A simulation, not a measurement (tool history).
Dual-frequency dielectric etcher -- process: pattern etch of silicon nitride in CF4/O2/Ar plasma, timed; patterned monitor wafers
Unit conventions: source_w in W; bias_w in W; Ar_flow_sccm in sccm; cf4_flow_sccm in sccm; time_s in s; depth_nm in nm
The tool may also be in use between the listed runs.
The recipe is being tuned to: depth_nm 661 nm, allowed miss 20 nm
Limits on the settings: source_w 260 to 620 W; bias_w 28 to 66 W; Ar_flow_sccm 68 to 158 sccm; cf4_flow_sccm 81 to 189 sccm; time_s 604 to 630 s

Run 1, hour 0: source_w 440 W, bias_w 47 W, Ar_flow_sccm 113 sccm, cf4_flow_sccm 135 sccm, time_s 604 s. Result: depth_nm 999.02 nm.
Run 2, hour 6.7: source_w 390 W, bias_w 45 W, Ar_flow_sccm 115 sccm, cf4_flow_sccm 133 sccm, time_s 604 s. Result: depth_nm 854.84 nm.
Run 3, hour 9.1: source_w 390 W, bias_w 45 W, Ar_flow_sccm 115 sccm, cf4_flow_sccm 112 sccm, time_s 604 s. Result: depth_nm 832.59 nm.
Run 4, hour 12.7: source_w 390 W, bias_w 45 W, Ar_flow_sccm 115 sccm, cf4_flow_sccm 112 sccm, time_s 630 s. Result: depth_nm 870.95 nm.
Run 5, hour 17.1: source_w 360 W, bias_w 45 W, Ar_flow_sccm 115 sccm, cf4_flow_sccm 112 sccm, time_s 630 s. Result: depth_nm 793.27 nm.
Run 6, hour 21.7: source_w 360 W, bias_w 49 W, Ar_flow_sccm 115 sccm, cf4_flow_sccm 112 sccm, time_s 630 s. Result: depth_nm 828.53 nm.
Run 7, hour 28.6: source_w 270 W, bias_w 45 W, Ar_flow_sccm 117 sccm, cf4_flow_sccm 109 sccm, time_s 627 s. Result: depth_nm 568.38 nm.
Run 8, hour 32.5: source_w 280 W, bias_w 45 W, Ar_flow_sccm 117 sccm, cf4_flow_sccm 109 sccm, time_s 627 s. Result: depth_nm 590.48 nm.
Run 9, hour 37.3: source_w 290 W, bias_w 45 W, Ar_flow_sccm 117 sccm, cf4_flow_sccm 109 sccm, time_s 627 s. Result: depth_nm 612.44 nm.

Below are 5 possible settings for the next run. Only one of them brings all results inside the allowed miss of their targets. Which is it?
Run A, hour 42.1: source_w 300 W, bias_w 49 W, Ar_flow_sccm 117 sccm, cf4_flow_sccm 95 sccm, time_s 622.5 s. Result: depth_nm ?.
Run B, hour 42.1: source_w 280 W, bias_w 45 W, Ar_flow_sccm 126 sccm, cf4_flow_sccm 98 sccm, time_s 604 s. Result: depth_nm ?.
Run C, hour 42.1: source_w 290 W, bias_w 38 W, Ar_flow_sccm 124 sccm, cf4_flow_sccm 108 sccm, time_s 604 s. Result: depth_nm ?.
Run D, hour 42.1: source_w 300 W, bias_w 43 W, Ar_flow_sccm 114 sccm, cf4_flow_sccm 107 sccm, time_s 630 s. Result: depth_nm ?.
Run E, hour 42.1: source_w 280 W, bias_w 47 W, Ar_flow_sccm 107 sccm, cf4_flow_sccm 102 sccm, time_s 629.5 s. Result: depth_nm ?.

move  depth_nm
   A    653.13
   B    555.09
   C    534.53
   D    627.53
   E    607.35
A: every result lands within tolerance
B: moves away from the targets compared with the last run
C: moves away from the targets compared with the last run
D: gains on the last run, yet a result remains outside its allowed miss
E: moves away from the targets compared with the last run
Answer: A
